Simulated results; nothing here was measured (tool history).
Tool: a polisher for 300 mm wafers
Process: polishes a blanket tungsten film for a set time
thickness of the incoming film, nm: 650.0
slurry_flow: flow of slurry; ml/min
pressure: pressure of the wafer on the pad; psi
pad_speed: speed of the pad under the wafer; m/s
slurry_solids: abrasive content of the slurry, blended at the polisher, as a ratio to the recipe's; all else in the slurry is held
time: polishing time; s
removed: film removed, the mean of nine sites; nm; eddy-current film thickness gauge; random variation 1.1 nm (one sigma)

Run 1, hour 0: slurry_flow 295 ml/min, pressure 4.3 psi, pad_speed 0.94 m/s, slurry_solids 1, time 31 s. Result: removed 177.5 nm.
Run 2, hour 3.9: slurry_flow 295 ml/min, pressure 4.2 psi, pad_speed 0.94 m/s, slurry_solids 1, time 31 s. Result: removed 172.99 nm.
Run 3, hour 8.7: slurry_flow 370 ml/min, pressure 4.2 psi, pad_speed 0.94 m/s, slurry_solids 1, time 31 s. Result: removed 175.1 nm.
Run 4, hour 15.7: slurry_flow 370 ml/min, pressure 4.1 psi, pad_speed 0.94 m/s, slurry_solids 1, time 31 s. Result: removed 173.37 nm.
Run 5, hour 18.3: slurry_flow 370 ml/min, pressure 4.1 psi, pad_speed 0.94 m/s, slurry_solids 1, time 28 s. Result: removed 157.54 nm.
Run 6, hour 27.1: slurry_flow 370 ml/min, pressure 4 psi, pad_speed 0.94 m/s, slurry_solids 1, time 28 s. Result: removed 153.5 nm.
Run 7, hour 32.4: slurry_flow 370 ml/min, pressure 3.9 psi, pad_speed 0.94 m/s, slurry_solids 1, time 28 s. Result: removed 150.54 nm.

Forecast run 8:
Run 8, hour 38.6: slurry_flow 370 ml/min, pressure 3.6 psi, pad_speed 0.94 m/s, slurry_solids 1, time 28 s. Result: removed ?.

removed: 140.43 nm
